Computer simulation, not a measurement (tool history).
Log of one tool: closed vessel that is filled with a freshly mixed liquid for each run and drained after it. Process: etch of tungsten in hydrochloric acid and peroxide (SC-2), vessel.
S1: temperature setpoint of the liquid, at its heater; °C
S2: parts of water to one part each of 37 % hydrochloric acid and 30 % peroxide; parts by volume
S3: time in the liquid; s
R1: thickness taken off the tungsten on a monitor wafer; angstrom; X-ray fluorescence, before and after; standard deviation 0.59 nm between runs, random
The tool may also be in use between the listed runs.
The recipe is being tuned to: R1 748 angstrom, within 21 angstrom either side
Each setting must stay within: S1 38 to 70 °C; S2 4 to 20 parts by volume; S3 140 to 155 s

run	hour	S1	S2	S3	R1
1	0	54	11	140	498.71
2	4.2	55.5	11	140	554.4
3	12.1	62.5	11	140	876.84
4	16.8	65.5	11	140	1041.6
5	19.6	65.5	14	140	839
6	26.4	61.5	14	140	655.17
7	29	62	14	140	682.11
8	36.8	62.5	14	140	697.02
9	40.4	63	14	140	720.82

Exactly one of the 5 candidate moves below puts every result within its allowed miss. Which one?
A	44	62	14.5	140	?
B	44	63	14.5	140	?
C	44	61	12.5	140	?
D	44	62.5	14	140	?
E	44	64.5	16	150	?

move	R1
A	665.54
B	707.97
C	711.69
D	707.91
E	762.35
A: the biggest miss grows against the last run
B: the biggest miss grows against the last run
C: the biggest miss grows against the last run
D: the biggest miss grows against the last run
E: every result within its allowed miss
So the answer is move E, the one that meets all the targets.

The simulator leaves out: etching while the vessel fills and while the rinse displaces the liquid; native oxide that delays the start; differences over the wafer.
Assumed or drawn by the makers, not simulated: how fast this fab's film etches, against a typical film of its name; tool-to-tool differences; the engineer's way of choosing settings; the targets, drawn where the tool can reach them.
